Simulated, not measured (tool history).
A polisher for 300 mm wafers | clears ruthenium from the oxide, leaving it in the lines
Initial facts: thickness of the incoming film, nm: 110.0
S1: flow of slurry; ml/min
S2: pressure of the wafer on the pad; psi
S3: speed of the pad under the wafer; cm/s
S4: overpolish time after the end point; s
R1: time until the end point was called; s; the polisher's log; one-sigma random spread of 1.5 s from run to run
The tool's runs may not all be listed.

{"run": 1, "day": 0.0, "S1": 300, "S2": 2.3, "S3": 122, "S4": 3, "R1": 66.478}
{"run": 2, "day": 0.208, "S1": 245, "S2": 2.3, "S3": 122, "S4": 3, "R1": 69.45}
{"run": 3, "day": 0.354, "S1": 275, "S2": 2.3, "S3": 122, "S4": 3, "R1": 68.12}
{"run": 4, "day": 0.525, "S1": 270, "S2": 2, "S3": 120, "S4": 3, "R1": 77.057}
{"run": 5, "day": 0.817, "S1": 270, "S2": 1.5, "S3": 120, "S4": 3, "R1": 96.587}
{"run": 6, "day": 0.854, "S1": 270, "S2": 1.5, "S3": 132, "S4": 3, "R1": 87.842}
{"run": 7, "day": 1.054, "S1": 265, "S2": 1.4, "S3": 126, "S4": 3, "R1": 95.88}
{"run": 8, "day": 1.358, "S1": 260, "S2": 1.3, "S3": 122, "S4": 3, "R1": 107.69}
{"run": 9, "day": 1.446, "S1": 250, "S2": 1.2, "S3": 122, "S4": 3, "R1": 113.5}
{"run": 10, "day": 1.733, "S1": 240, "S2": 1.2, "S3": 122, "S4": 3, "R1": 111.19}
{"run": 11, "day": 2.029, "S1": 240, "S2": 1.2, "S3": 120, "S4": 3, "R1": 115.65}
{"run": 12, "day": 2.304, "S1": 235, "S2": 1.2, "S3": 120, "S4": 3, "R1": 115.78}

For run 13, what comes out?
{"run": 13, "day": 2.404, "S1": 235, "S2": 1, "S3": 116, "S4": 3, "R1": "?"}

R1: 135.52 s
